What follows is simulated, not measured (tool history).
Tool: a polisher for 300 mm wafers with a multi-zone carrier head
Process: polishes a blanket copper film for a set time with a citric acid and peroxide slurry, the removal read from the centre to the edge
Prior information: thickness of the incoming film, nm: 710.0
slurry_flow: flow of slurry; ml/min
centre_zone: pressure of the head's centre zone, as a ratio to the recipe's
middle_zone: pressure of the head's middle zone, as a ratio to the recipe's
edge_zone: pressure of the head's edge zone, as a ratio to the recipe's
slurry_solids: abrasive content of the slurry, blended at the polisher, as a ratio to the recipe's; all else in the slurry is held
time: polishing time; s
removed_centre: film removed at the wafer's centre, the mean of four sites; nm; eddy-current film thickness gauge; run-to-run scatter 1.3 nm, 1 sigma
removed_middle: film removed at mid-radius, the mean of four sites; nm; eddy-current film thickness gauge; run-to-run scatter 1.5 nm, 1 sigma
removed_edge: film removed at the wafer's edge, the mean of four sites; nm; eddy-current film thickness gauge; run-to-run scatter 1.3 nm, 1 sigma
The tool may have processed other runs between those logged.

{"run": 1, "day": 0.0, "slurry_flow": 235, "centre_zone": 1, "middle_zone": 1, "edge_zone": 1, "slurry_solids": 1, "time": 53, "removed_centre": 127.44, "removed_middle": 128.44, "removed_edge": 125.71}
{"run": 2, "day": 0.158, "slurry_flow": 235, "centre_zone": 1, "middle_zone": 1.05, "edge_zone": 1, "slurry_solids": 1, "time": 53, "removed_centre": 128.64, "removed_middle": 126.93, "removed_edge": 127.07}
{"run": 3, "day": 0.375, "slurry_flow": 230, "centre_zone": 1.01, "middle_zone": 1.05, "edge_zone": 1.02, "slurry_solids": 0.9, "time": 52, "removed_centre": 124.58, "removed_middle": 123.19, "removed_edge": 120.46}
{"run": 4, "day": 0.517, "slurry_flow": 230, "centre_zone": 0.97, "middle_zone": 1.05, "edge_zone": 1.02, "slurry_solids": 0.9, "time": 52, "removed_centre": 117.81, "removed_middle": 127.41, "removed_edge": 123.38}
{"run": 5, "day": 0.829, "slurry_flow": 225, "centre_zone": 0.99, "middle_zone": 1.03, "edge_zone": 1.04, "slurry_solids": 0.9, "time": 51, "removed_centre": 117.32, "removed_middle": 121.85, "removed_edge": 120.68}
{"day": 1.008, "done": "worn pad replaced by a new one"}
{"run": 6, "day": 1.008, "slurry_flow": 225, "centre_zone": 0.99, "middle_zone": 1.08, "edge_zone": 1.04, "slurry_solids": 0.9, "time": 51, "removed_centre": 132.55, "removed_middle": 138.89, "removed_edge": 133.28}
{"run": 7, "day": 1.225, "slurry_flow": 225, "centre_zone": 1, "middle_zone": 1.05, "edge_zone": 1.04, "slurry_solids": 0.9, "time": 51, "removed_centre": 134.07, "removed_middle": 134.24, "removed_edge": 136.85}
{"run": 8, "day": 1.554, "slurry_flow": 245, "centre_zone": 1, "middle_zone": 1.02, "edge_zone": 1.04, "slurry_solids": 0.9, "time": 51, "removed_centre": 133.18, "removed_middle": 132.3, "removed_edge": 139.04}
{"run": 9, "day": 1.846, "slurry_flow": 230, "centre_zone": 1.01, "middle_zone": 1, "edge_zone": 1.04, "slurry_solids": 0.9, "time": 51, "removed_centre": 133.9, "removed_middle": 128.82, "removed_edge": 136.12}

For run 10, what comes out?
{"run": 10, "day": 2.075, "slurry_flow": 220, "centre_zone": 1.01, "middle_zone": 0.98, "edge_zone": 1.03, "slurry_solids": 0.9, "time": 51, "removed_centre": "?", "removed_middle": "?", "removed_edge": "?"}

{"run 10": {"removed_centre": 133.54, "removed_middle": 124.9, "removed_edge": 136.62}}

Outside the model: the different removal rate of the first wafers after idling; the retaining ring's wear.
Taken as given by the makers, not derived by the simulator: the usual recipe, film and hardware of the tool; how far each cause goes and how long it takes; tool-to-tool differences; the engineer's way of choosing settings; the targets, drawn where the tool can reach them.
